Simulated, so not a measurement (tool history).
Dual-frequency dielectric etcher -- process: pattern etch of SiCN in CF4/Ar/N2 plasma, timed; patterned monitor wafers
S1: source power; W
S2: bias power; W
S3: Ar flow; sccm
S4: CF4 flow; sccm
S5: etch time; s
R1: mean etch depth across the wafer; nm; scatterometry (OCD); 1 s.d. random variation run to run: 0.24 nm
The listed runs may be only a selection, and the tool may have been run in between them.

| run | day | S1 | S2 | S3 | S4 | S5 | R1 |
|---|---|---|---|---|---|---|---|
| 1 | 0.000 | 300 | 83 | 122 | 49 | 122.5 | 68.970 |
| 2 | 0.275 | 280 | 83 | 122 | 49 | 122.5 | 65.623 |
| 3 | 0.458 | 280 | 83 | 122 | 42 | 122.5 | 63.575 |
| 4 | 0.767 | 280 | 83 | 122 | 42 | 113.5 | 59.492 |
| 5 | 0.883 | 310 | 83 | 122 | 42 | 113.5 | 63.706 |
| 6 | 0.942 | 310 | 93 | 122 | 42 | 113.5 | 66.695 |
| 7 | 1.204 | 300 | 93 | 122 | 42 | 113.5 | 65.312 |

The next listed run, before its measurement:
| 8 | 1.529 | 290 | 93 | 122 | 42 | 113.5 | ? |

Run 8 came out at R1 64.034 nm.

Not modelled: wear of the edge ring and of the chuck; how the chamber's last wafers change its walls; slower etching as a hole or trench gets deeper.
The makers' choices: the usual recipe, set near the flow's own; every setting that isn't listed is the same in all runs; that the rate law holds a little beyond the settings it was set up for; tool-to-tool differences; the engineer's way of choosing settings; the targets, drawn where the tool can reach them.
